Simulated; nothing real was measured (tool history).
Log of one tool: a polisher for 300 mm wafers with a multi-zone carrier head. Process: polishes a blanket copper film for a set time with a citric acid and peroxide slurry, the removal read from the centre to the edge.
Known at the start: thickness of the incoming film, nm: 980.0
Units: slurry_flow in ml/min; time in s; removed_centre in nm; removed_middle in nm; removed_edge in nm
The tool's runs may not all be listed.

run	hour	slurry_flow	centre_zone	middle_zone	edge_zone	slurry_solids	time	removed_centre	removed_middle	removed_edge
1	0.0	220	1.00	1.00	1.00	1.00	75	150.61	129.58	133.90
2	1.7	230	1.01	1.00	1.04	1.10	76	159.83	139.99	147.23
3	5.1	245	1.02	0.99	1.06	1.10	76	162.20	136.48	144.28
4	12.8	245	1.02	0.99	1.06	1.20	76	163.49	137.35	150.28
5	19.4	245	1.02	0.99	1.01	1.20	76	167.72	140.69	144.39
6	20.9	250	1.03	0.99	1.04	1.25	76	170.29	142.77	148.44

Forecast run 7:
7	24.8	250	1.03	0.99	1.07	1.30	76	?	?	?

removed_centre: 172.46 nm
removed_middle: 143.86 nm
removed_edge: 149.82 nm
